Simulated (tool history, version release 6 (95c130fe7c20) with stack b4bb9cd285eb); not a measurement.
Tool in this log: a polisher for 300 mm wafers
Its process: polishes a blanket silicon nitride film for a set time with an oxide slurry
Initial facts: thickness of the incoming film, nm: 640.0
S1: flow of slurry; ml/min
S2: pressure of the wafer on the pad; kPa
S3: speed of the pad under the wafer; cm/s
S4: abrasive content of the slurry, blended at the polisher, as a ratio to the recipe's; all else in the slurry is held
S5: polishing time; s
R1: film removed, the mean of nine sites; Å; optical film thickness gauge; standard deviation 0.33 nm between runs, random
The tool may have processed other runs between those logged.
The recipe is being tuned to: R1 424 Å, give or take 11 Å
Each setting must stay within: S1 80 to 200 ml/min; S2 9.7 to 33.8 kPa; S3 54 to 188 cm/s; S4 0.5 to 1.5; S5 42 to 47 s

run  hour   S1    S2   S3  S4  S5      R1
  1     0  130  21.4  120   1  47  336.05
  2   1.2  140  22.1  120   1  47  348.77
  3   5.8  120  22.1  120   1  47   345.4
  4    10  120  22.1   92   1  47  272.85
  5  15.7  125  24.1   92   1  47  297.91
  6    22  125  24.1   72   1  47  251.27
  7  27.4  130  26.2   74   1  47  277.38
  8  31.6  130  27.6   78   1  47  306.47
  9  37.6  135    29   80   1  47  331.24
 10  42.4  140  30.3   80   1  47   343.3
 11  49.2  140  33.8   94   1  47  435.94

Which single option among these 5 for the next run brings every result within its allowed miss of target? Just one does.
  A    56  150  33.8  90  1.15  44   ?
  B    56  155  31.7  98   0.8  47   ?
  C    56  140  33.1  90  0.95  46   ?
  D    56  150  33.8  90  0.85  47   ?
  E    56  145  33.1  92   0.9  46   ?

move      R1
   A   427.3
   B   392.5
   C  397.85
   D  399.25
   E  397.76
A: every result within its allowed miss
B: carries the result that was furthest off beyond its target, to the other side
C: carries the result that was furthest off beyond its target, to the other side
D: carries the result that was furthest off beyond its target, to the other side
E: carries the result that was furthest off beyond its target, to the other side
Correct choice: A, which meets every target

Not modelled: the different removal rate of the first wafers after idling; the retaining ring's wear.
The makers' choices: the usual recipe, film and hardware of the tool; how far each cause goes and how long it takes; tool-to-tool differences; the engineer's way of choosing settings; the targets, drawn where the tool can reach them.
